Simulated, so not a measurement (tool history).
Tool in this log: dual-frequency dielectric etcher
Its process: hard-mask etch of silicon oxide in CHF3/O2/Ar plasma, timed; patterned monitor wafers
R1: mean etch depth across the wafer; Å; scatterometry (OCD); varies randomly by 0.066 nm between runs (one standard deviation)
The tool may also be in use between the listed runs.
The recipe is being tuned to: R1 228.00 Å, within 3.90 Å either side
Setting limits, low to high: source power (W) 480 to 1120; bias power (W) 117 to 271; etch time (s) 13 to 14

run 1 day=0.000 | source_power_(W)=800 bias_power_(W)=194 etch_time_(s)=14 | R1=287.51
run 2 day=0.329 | source_power_(W)=890 bias_power_(W)=194 etch_time_(s)=14 | R1=303.05
run 3 day=0.404 | source_power_(W)=820 bias_power_(W)=187 etch_time_(s)=14 | R1=286.82
run 4 day=0.642 | source_power_(W)=820 bias_power_(W)=187 etch_time_(s)=13 | R1=266.78
run 5 day=0.867 | source_power_(W)=780 bias_power_(W)=186 etch_time_(s)=13 | R1=258.77
run 6 day=0.892 | source_power_(W)=780 bias_power_(W)=167 etch_time_(s)=13 | R1=249.41
run 7 day=1.221 | source_power_(W)=760 bias_power_(W)=166 etch_time_(s)=13 | R1=246.70
run 8 day=1.275 | source_power_(W)=740 bias_power_(W)=166 etch_time_(s)=13 | R1=241.48
run 9 day=1.625 | source_power_(W)=730 bias_power_(W)=166 etch_time_(s)=13 | R1=240.82
run 10 day=1.817 | source_power_(W)=720 bias_power_(W)=166 etch_time_(s)=13 | R1=239.59
run 11 day=1.879 | source_power_(W)=710 bias_power_(W)=166 etch_time_(s)=13 | R1=238.73
run 12 day=1.992 | source_power_(W)=700 bias_power_(W)=166 etch_time_(s)=13 | R1=235.42
run 13 day=2.117 | source_power_(W)=700 bias_power_(W)=166 etch_time_(s)=13 | R1=236.19
run 14 day=2.300 | source_power_(W)=620 bias_power_(W)=163 etch_time_(s)=13 | R1=221.64
run 15 day=2.342 | source_power_(W)=630 bias_power_(W)=163 etch_time_(s)=13 | R1=223.25
run 16 day=2.371 | source_power_(W)=630 bias_power_(W)=163 etch_time_(s)=13 | R1=222.44

Consider the 5 candidate settings below. Which is the only one whose results all fall within their allowed miss of target?
run A day=2.400 | source_power_(W)=670 bias_power_(W)=145 etch_time_(s)=14 | R1=?
run B day=2.400 | source_power_(W)=710 bias_power_(W)=149 etch_time_(s)=13 | R1=?
run C day=2.400 | source_power_(W)=510 bias_power_(W)=210 etch_time_(s)=13 | R1=?
run D day=2.400 | source_power_(W)=590 bias_power_(W)=152 etch_time_(s)=13 | R1=?
run E day=2.400 | source_power_(W)=620 bias_power_(W)=121 etch_time_(s)=14 | R1=?

move=A R1=236.89
move=B R1=228.75
move=C R1=219.62
move=D R1=209.66
move=E R1=212.98
A: moves the result that the last run missed by most past its target, out the other side
B: all results land within tolerance of their targets
C: lands further from the targets than the last run did
D: lands further from the targets than the last run did
E: lands further from the targets than the last run did
B is the move that brings every result within its allowed miss.

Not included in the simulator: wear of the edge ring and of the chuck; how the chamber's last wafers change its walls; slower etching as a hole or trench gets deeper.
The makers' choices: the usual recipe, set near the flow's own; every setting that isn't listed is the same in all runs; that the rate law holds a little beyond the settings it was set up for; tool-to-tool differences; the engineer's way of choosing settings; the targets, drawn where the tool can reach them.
